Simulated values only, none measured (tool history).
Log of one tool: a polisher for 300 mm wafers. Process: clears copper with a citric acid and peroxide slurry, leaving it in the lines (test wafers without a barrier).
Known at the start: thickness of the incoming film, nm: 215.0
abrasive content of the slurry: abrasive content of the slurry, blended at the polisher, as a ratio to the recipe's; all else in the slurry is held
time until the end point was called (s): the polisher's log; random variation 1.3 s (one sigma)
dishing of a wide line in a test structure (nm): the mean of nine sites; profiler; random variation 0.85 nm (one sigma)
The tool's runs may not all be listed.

run  hour  flow of slurry (ml/min)  pressure of the wafer on the pad (psi)  speed of the pad under the wafer (m/s)  abrasive content of the slurry  overpolish time after the end point (s)  time until the end point was called (s)  dishing of a wide line in a test structure (nm)
  1     0                      125                                     2.2                                    1.18                               1                                       26                                   99.393                                           38.303
  2   4.2                       95                                     2.2                                    1.18                               1                                       26                                   106.85                                           36.287
  3   6.7                       95                                     2.5                                    1.18                               1                                       28                                   95.072                                           42.054
  4   9.8                       95                                     2.5                                    1.18                               1                                       39                                   95.174                                           54.453
  5  18.5                      110                                     2.6                                    1.18                               1                                       39                                   87.708                                           57.993
  6  24.9                      120                                     2.7                                    1.18                               1                                       39                                   84.186                                           59.715
  7  28.1                      125                                     2.8                                    1.18                               1                                       39                                   79.216                                           60.684
  8  35.1                      125                                     2.9                                    1.18                               1                                       40                                   80.028                                           64.423

Run 9 comes next. What will it give?
  9  42.9                      130                                       3                                    1.18                               1                                       40                                        ?                                                ?

time until the end point was called (s): 77.079
dishing of a wide line in a test structure (nm): 64.858
